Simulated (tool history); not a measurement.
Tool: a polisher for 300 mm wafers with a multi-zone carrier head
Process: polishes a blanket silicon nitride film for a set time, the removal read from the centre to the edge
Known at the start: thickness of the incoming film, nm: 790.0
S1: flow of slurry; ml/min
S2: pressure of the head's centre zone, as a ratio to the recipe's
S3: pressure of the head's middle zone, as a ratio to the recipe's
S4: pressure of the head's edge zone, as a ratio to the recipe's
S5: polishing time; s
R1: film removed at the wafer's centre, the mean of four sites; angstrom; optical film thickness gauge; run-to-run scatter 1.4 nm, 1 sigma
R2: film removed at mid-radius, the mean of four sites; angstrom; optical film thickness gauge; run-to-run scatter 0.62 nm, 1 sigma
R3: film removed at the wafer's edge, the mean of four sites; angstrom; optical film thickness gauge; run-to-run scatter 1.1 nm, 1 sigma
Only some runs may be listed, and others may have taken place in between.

Run 1, hour 0.0: S1 320 ml/min, S2 1.00, S3 1.00, S4 1.00, S5 40 s. Result: R1 536.98 angstrom, R2 556.12 angstrom, R3 538.14 angstrom.
Run 2, hour 3.1: S1 325 ml/min, S2 1.05, S3 0.98, S4 1.03, S5 44 s. Result: R1 644.99 angstrom, R2 607.63 angstrom, R3 598.08 angstrom.
Run 3, hour 6.8: S1 325 ml/min, S2 1.07, S3 0.96, S4 1.06, S5 47 s. Result: R1 687.54 angstrom, R2 645.12 angstrom, R3 658.53 angstrom.
Run 4, hour 12.5: S1 325 ml/min, S2 1.07, S3 0.96, S4 1.06, S5 41 s. Result: R1 585.24 angstrom, R2 557.80 angstrom, R3 555.59 angstrom.
Run 5, hour 20.0: S1 325 ml/min, S2 1.07, S3 0.96, S4 1.00, S5 41 s. Result: R1 581.89 angstrom, R2 565.48 angstrom, R3 559.52 angstrom.
Run 6, hour 23.1: S1 330 ml/min, S2 1.10, S3 0.94, S4 1.03, S5 45 s. Result: R1 660.69 angstrom, R2 612.36 angstrom, R3 619.14 angstrom.

Run 7, settings as shown, results not yet in. Your forecast:
Run 7, hour 25.8: S1 330 ml/min, S2 1.12, S3 0.93, S4 1.07, S5 48 s. Result: R1 ?, R2 ?, R3 ?.

R1: 749.07 angstrom
R2: 630.78 angstrom
R3: 673.08 angstrom
